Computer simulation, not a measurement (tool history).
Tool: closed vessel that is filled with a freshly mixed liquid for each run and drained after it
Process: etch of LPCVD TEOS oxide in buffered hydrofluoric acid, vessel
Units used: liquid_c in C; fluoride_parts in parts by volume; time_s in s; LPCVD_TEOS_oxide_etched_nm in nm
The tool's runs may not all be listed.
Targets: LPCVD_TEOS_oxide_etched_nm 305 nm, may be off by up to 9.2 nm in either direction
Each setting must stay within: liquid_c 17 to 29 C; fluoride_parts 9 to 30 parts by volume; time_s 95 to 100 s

run,hour,liquid_c,fluoride_parts,time_s,LPCVD_TEOS_oxide_etched_nm
1,0,21,24,95,138.97
2,3.6,21,24,95,139.59
3,9.6,23,21,95,170.51
4,18.2,24.5,18.5,95,207.54
5,24.4,22.5,18.5,95,183.45
6,33.1,24,17.5,95,212.81
7,39.4,25.5,17,95,236.91
8,40.3,26.5,17,95,251.58
9,41.5,29,15,95,324.36
# hour 49.1: thermometer replaced
10,49.1,28.5,15,95,274.66

Which one of the following 4 next-run settings gets every result inside its allowed miss? There is exactly one.
A,56.7,29,16.5,100,?
B,56.7,26,15,95,?
C,56.7,28,16.5,100,?
D,56.7,27.5,13.5,100,?

move,LPCVD_TEOS_oxide_etched_nm
A,276.26
B,245.51
C,261.96
D,310.57
A: closes in on the targets versus the last run, not all within tolerance yet
B: lands further from the targets than the last run did
C: lands further from the targets than the last run did
D: every result lands within tolerance
Correct choice: D, which meets every target
